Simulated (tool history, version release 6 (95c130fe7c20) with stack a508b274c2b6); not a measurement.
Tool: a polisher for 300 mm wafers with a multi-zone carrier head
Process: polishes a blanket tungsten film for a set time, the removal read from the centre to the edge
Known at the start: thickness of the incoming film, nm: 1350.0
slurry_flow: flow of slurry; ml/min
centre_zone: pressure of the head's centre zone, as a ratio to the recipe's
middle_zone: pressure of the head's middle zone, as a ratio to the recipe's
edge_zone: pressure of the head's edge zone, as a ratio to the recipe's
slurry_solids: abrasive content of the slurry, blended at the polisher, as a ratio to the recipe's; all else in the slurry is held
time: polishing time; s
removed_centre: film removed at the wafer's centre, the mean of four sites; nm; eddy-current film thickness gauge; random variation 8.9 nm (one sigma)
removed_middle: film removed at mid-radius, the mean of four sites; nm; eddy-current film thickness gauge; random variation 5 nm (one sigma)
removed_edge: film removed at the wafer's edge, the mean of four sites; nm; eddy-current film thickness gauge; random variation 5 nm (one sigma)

run	hour	slurry_flow	centre_zone	middle_zone	edge_zone	slurry_solids	time	removed_centre	removed_middle	removed_edge
1	0.0	120	1.00	1.00	1.00	1.00	66	416.23	424.68	403.93
2	1.3	120	1.00	0.92	1.00	1.00	66	415.49	392.69	400.70
3	8.0	100	1.00	0.92	1.00	1.00	66	401.97	385.01	395.55
4	16.5	100	1.00	0.92	0.96	1.00	66	405.29	385.82	383.20
5	17.6	125	1.00	0.92	0.96	1.00	66	411.78	393.49	402.24
6	26.1	125	0.94	0.92	0.96	1.00	66	391.44	395.48	400.05
7	27.4	130	0.98	0.95	0.98	1.10	68	439.41	431.05	424.19
8	35.1	160	1.08	1.05	1.08	1.35	77	592.52	569.73	542.28
9	35.7	165	1.09	1.06	1.08	1.35	77	584.77	578.91	544.17
10	39.0	165	1.11	1.06	1.07	1.40	77	604.05	591.84	544.74

The next listed run, before its measurement:
11	41.0	165	1.13	1.06	1.07	1.40	77	?	?	?

{"run 11": {"removed_centre": 624.59, "removed_middle": 580.58, "removed_edge": 536.37}}
